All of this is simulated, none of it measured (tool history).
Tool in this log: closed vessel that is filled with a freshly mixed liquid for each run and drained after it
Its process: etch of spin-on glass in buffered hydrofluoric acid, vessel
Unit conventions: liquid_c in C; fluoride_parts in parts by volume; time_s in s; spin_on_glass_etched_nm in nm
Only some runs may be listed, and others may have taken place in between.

{"run": 1, "hour": 0.0, "liquid_c": 23.0, "fluoride_parts": 16.0, "time_s": 90, "spin_on_glass_etched_nm": 136.01}
{"run": 2, "hour": 2.6, "liquid_c": 23.0, "fluoride_parts": 20.5, "time_s": 90, "spin_on_glass_etched_nm": 108.24}
{"run": 3, "hour": 4.3, "liquid_c": 24.0, "fluoride_parts": 19.5, "time_s": 90, "spin_on_glass_etched_nm": 117.42}
{"run": 4, "hour": 9.6, "liquid_c": 24.0, "fluoride_parts": 19.5, "time_s": 90, "spin_on_glass_etched_nm": 117.35}
{"run": 5, "hour": 17.8, "liquid_c": 27.0, "fluoride_parts": 19.5, "time_s": 90, "spin_on_glass_etched_nm": 139.7}
{"run": 6, "hour": 23.7, "liquid_c": 27.0, "fluoride_parts": 17.5, "time_s": 90, "spin_on_glass_etched_nm": 152.63}
{"run": 7, "hour": 24.7, "liquid_c": 27.5, "fluoride_parts": 17.0, "time_s": 90, "spin_on_glass_etched_nm": 162.97}
{"run": 8, "hour": 32.1, "liquid_c": 28.0, "fluoride_parts": 16.5, "time_s": 90, "spin_on_glass_etched_nm": 172.96}

Expected results for the next run?
{"run": 9, "hour": 37.0, "liquid_c": 31.0, "fluoride_parts": 13.5, "time_s": 90, "spin_on_glass_etched_nm": "?"}

{"run 9": {"spin_on_glass_etched_nm": 246.71}}
